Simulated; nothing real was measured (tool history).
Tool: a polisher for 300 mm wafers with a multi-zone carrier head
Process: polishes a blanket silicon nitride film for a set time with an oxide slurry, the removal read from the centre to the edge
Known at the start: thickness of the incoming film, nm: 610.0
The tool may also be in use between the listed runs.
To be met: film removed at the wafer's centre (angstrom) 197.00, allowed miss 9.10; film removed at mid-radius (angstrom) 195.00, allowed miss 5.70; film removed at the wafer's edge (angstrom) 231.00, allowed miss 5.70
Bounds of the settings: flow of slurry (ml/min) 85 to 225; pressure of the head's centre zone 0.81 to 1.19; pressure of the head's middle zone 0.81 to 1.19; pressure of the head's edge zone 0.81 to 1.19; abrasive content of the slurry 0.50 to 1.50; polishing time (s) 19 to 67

run,hour,flow of slurry (ml/min),pressure of the head's centre zone,pressure of the head's middle zone,pressure of the head's edge zone,abrasive content of the slurry,polishing time (s),film removed at the wafer's centre (angstrom),film removed at mid-radius (angstrom),film removed at the wafer's edge (angstrom)
1,0.0,145,1.00,1.00,1.00,1.00,43,345.04,334.13,340.95
2,6.4,130,0.95,0.94,0.98,0.85,42,278.91,285.44,298.54
3,11.2,130,0.95,0.94,0.92,0.85,42,281.28,286.01,292.83
4,12.7,130,0.95,0.86,0.92,0.85,42,275.36,271.17,286.85
5,20.4,130,0.95,0.86,0.92,0.75,42,261.76,246.37,267.18
6,26.8,130,0.95,0.86,0.92,0.75,53,328.23,318.18,337.23
7,34.5,115,0.93,0.84,0.95,0.65,49,259.16,250.51,282.20
8,41.4,105,0.91,0.83,0.95,0.60,48,230.99,225.16,258.67
9,48.5,100,0.90,0.82,0.95,0.55,48,209.35,208.35,238.49
10,55.9,95,0.90,0.82,0.96,0.55,48,205.44,203.82,238.82
11,57.1,95,0.90,0.82,0.96,0.55,48,209.52,205.25,239.71
12,60.9,90,0.89,0.82,0.96,0.55,48,201.08,203.08,232.81
13,64.2,90,0.89,0.82,0.97,0.55,48,204.52,202.75,237.10
14,68.2,90,0.89,0.82,0.97,0.55,48,201.32,201.21,234.35
15,71.2,85,0.89,0.81,0.98,0.50,48,185.42,185.00,216.75
16,74.3,90,0.89,0.81,0.99,0.50,48,183.99,182.10,217.96
17,82.3,100,0.89,0.81,0.99,0.50,48,190.34,189.45,220.19
18,85.8,115,0.90,0.81,1.07,0.55,48,213.80,211.05,257.22
19,86.6,105,0.90,0.81,1.04,0.55,48,206.51,205.34,250.13
20,91.3,100,0.90,0.81,1.02,0.55,48,206.54,206.89,243.98
21,95.3,95,0.90,0.81,1.01,0.55,48,206.86,205.45,241.99
22,95.9,95,0.90,0.81,1.00,0.55,48,202.27,200.55,242.56
23,100.6,90,0.90,0.81,0.99,0.55,48,205.74,201.97,242.82

Which of these 4 next moves meets every target?
A,105.3,100,0.92,0.84,1.02,0.50,49,?,?,?
B,105.3,85,0.86,0.81,1.00,0.60,46,?,?,?
C,105.3,85,0.87,0.91,0.96,0.60,45,?,?,?
D,105.3,95,0.92,0.90,0.92,0.80,35,?,?,?

move,film removed at the wafer's centre (angstrom),film removed at mid-radius (angstrom),film removed at the wafer's edge (angstrom)
A,196.29,195.85,230.73
B,196.74,206.89,248.44
C,194.82,216.01,238.11
D,202.62,210.39,227.46
A: meets every target
B: further off than the last run
C: further off than the last run
D: brings the result that was furthest off to its target, and leaves another outside
The right move is A.

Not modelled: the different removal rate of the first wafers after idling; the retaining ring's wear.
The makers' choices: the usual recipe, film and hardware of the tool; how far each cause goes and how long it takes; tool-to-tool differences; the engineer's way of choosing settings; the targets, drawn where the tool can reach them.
